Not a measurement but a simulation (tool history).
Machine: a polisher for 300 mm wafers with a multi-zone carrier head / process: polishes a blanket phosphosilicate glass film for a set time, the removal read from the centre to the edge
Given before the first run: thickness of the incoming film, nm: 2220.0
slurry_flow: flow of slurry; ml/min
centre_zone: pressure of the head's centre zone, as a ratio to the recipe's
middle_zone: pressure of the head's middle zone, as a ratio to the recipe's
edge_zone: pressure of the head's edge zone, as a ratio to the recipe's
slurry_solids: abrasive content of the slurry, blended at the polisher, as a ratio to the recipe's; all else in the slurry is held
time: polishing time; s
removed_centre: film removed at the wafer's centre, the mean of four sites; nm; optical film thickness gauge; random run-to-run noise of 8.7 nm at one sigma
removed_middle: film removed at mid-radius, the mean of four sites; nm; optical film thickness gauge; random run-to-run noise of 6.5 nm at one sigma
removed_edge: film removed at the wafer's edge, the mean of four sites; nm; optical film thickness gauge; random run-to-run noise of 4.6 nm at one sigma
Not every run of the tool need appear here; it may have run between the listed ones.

run 1 day=0.000 | slurry_flow=165 centre_zone=1.00 middle_zone=1.00 edge_zone=1.00 slurry_solids=1.00 time=84 | removed_centre=584.29 removed_middle=594.53 removed_edge=583.29
run 2 day=0.375 | slurry_flow=185 centre_zone=1.03 middle_zone=1.03 edge_zone=1.01 slurry_solids=1.00 time=84 | removed_centre=608.50 removed_middle=619.63 removed_edge=602.30
run 3 day=0.542 | slurry_flow=165 centre_zone=1.03 middle_zone=1.03 edge_zone=1.01 slurry_solids=1.00 time=84 | removed_centre=596.19 removed_middle=608.29 removed_edge=579.33
run 4 day=0.579 | slurry_flow=165 centre_zone=1.03 middle_zone=1.03 edge_zone=1.01 slurry_solids=1.00 time=76 | removed_centre=541.54 removed_middle=556.32 removed_edge=527.43
run 5 day=0.662 | slurry_flow=165 centre_zone=1.10 middle_zone=1.03 edge_zone=1.01 slurry_solids=1.00 time=76 | removed_centre=574.61 removed_middle=547.57 removed_edge=539.16
run 6 day=1.033 | slurry_flow=165 centre_zone=1.10 middle_zone=1.03 edge_zone=1.07 slurry_solids=1.00 time=76 | removed_centre=576.86 removed_middle=556.06 removed_edge=555.17

The next listed run, before its measurement:
run 7 day=1.242 | slurry_flow=185 centre_zone=1.13 middle_zone=1.07 edge_zone=1.06 slurry_solids=1.05 time=76 | removed_centre=? removed_middle=? removed_edge=?

Run 7 yielded removed_centre 607.38 nm, removed_middle 593.87 nm, removed_edge 564.29 nm.

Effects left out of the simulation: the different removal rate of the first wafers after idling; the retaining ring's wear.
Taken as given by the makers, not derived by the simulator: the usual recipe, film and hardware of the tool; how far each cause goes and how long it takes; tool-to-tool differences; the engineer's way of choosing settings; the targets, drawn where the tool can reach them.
